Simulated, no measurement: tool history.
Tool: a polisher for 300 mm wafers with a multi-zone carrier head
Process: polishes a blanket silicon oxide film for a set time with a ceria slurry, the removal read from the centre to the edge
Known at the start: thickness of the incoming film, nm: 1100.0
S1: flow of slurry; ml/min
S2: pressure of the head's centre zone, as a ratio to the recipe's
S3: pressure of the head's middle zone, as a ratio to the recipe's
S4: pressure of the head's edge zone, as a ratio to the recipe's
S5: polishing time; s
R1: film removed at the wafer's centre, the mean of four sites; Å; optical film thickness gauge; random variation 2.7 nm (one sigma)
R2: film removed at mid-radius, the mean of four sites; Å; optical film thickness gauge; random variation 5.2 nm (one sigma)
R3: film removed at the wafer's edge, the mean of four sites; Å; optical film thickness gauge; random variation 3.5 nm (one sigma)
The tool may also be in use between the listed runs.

{"run": 1, "day": 0.0, "S1": 240, "S2": 1, "S3": 1, "S4": 1, "S5": 30, "R1": 2478.4, "R2": 2375.5, "R3": 2389.2}
{"run": 2, "day": 0.042, "S1": 240, "S2": 1, "S3": 1, "S4": 1, "S5": 25, "R1": 2070.6, "R2": 2032, "R3": 2008.8}
{"run": 3, "day": 0.2, "S1": 180, "S2": 1, "S3": 1, "S4": 1, "S5": 25, "R1": 2015.5, "R2": 1956.3, "R3": 1966.8}
{"run": 4, "day": 0.442, "S1": 190, "S2": 1.02, "S3": 1.03, "S4": 1.02, "S5": 27, "R1": 2212, "R2": 2118.5, "R3": 2117}
{"run": 5, "day": 0.733, "S1": 190, "S2": 1.02, "S3": 1.11, "S4": 1.02, "S5": 27, "R1": 2247.2, "R2": 2272.1, "R3": 2143.2}
{"run": 6, "day": 0.883, "S1": 190, "S2": 1.09, "S3": 1.11, "S4": 1.02, "S5": 27, "R1": 2392.7, "R2": 2313, "R3": 2152}
{"run": 7, "day": 1.017, "S1": 205, "S2": 1.09, "S3": 1.12, "S4": 1.03, "S5": 28, "R1": 2467.7, "R2": 2301.9, "R3": 2238.1}
{"run": 8, "day": 1.238, "S1": 150, "S2": 1.08, "S3": 1.19, "S4": 0.96, "S5": 36, "R1": 3044.1, "R2": 3098.5, "R3": 2765.6}
{"run": 9, "day": 1.292, "S1": 160, "S2": 1.08, "S3": 1.19, "S4": 0.96, "S5": 36, "R1": 3007.6, "R2": 3161.6, "R3": 2814}
{"run": 10, "day": 1.429, "S1": 160, "S2": 1.08, "S3": 1.19, "S4": 0.96, "S5": 36, "R1": 3056.3, "R2": 3095.1, "R3": 2743.5}
{"run": 11, "day": 1.579, "S1": 165, "S2": 1.08, "S3": 1.19, "S4": 0.96, "S5": 37, "R1": 3119.9, "R2": 3176.5, "R3": 2846.8}

Forecast run 12:
{"run": 12, "day": 1.829, "S1": 165, "S2": 1.08, "S3": 1.19, "S4": 0.96, "S5": 38, "R1": "?", "R2": "?", "R3": "?"}

R1: 3204.7 Å
R2: 3188.7 Å
R3: 2868.6 Å

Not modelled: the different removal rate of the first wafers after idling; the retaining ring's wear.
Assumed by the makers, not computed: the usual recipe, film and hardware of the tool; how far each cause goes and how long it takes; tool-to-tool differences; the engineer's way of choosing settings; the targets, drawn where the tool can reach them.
